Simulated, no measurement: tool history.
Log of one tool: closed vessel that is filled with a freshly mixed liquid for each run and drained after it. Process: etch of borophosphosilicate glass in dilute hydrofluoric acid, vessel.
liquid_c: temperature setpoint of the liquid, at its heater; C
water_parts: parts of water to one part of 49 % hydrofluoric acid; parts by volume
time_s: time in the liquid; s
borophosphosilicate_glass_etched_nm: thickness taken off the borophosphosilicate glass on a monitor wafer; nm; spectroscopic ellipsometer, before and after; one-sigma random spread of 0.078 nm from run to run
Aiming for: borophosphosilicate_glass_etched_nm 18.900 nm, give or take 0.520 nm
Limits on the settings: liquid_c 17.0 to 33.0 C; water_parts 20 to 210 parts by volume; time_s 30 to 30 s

run,hour,liquid_c,water_parts,time_s,borophosphosilicate_glass_etched_nm
1,0.0,25.0,115,30,27.334
2,5.4,27.5,115,30,29.751
3,10.3,27.5,80,30,44.729
4,13.0,27.5,80,30,44.756
5,20.7,29.5,80,30,48.671
6,29.7,31.5,80,30,52.196
7,34.5,29.5,85,30,45.391
8,43.3,28.0,90,30,39.927
9,45.5,26.5,95,30,35.674
10,46.3,25.5,100,30,32.448
11,53.0,24.5,100,30,31.140
12,54.4,23.5,100,30,29.786
13,63.0,19.5,125,30,19.885

Of the 4 settings listed for the next run, only one would bring every result within its allowed miss of target. Which one?
A,71.6,19.5,130,30,?
B,71.6,20.0,120,30,?
C,71.6,19.5,120,30,?
D,71.6,18.0,115,30,?

move,borophosphosilicate_glass_etched_nm
A,18.959
B,21.185
C,20.758
D,20.474
A: all results in spec
B: its largest miss is bigger than the last run's
C: its largest miss is bigger than the last run's
D: its largest miss is bigger than the last run's
Move A is the one to make.
